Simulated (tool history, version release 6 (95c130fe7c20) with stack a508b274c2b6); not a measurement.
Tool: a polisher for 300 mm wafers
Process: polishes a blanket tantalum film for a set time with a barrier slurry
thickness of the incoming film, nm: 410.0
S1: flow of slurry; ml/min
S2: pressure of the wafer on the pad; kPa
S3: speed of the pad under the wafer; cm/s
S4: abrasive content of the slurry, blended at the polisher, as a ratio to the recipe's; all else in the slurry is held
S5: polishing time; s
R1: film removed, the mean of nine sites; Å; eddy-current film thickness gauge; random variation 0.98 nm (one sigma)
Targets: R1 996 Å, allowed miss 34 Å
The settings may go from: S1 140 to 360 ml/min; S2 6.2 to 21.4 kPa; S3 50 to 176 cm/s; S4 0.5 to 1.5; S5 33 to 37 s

run,hour,S1,S2,S3,S4,S5,R1
1,0,230,13.8,112,1,37,637.41
2,2.8,230,15.2,112,1,37,694.68
3,3.3,230,16.5,112,1,37,762.77
4,10,230,16.5,112,1.1,37,784.23
5,18,230,17.2,112,1.1,37,823.73
6,20.5,230,17.2,112,1.1,33,731.48
7,26.4,230,18.6,114,1.1,33,786.84
8,29.4,230,19.3,116,1.1,33,828.17
9,32.5,230,20,118,1.1,33,868.98
10,36.6,230,20.7,120,1.1,33,929.57

4 next moves are on the table. One of them brings every result within its allowed miss. Which?
A,40.7,215,20,128,0.85,34,?
B,40.7,200,20,118,1.25,37,?
C,40.7,190,21.4,118,1.15,33,?
D,40.7,210,18.6,136,1.2,33,?

move,R1
A,902.45
B,971.08
C,899.65
D,928.54
A: further off than the last run
B: meets every target
C: further off than the last run
D: as far off as the last run
Answer: B
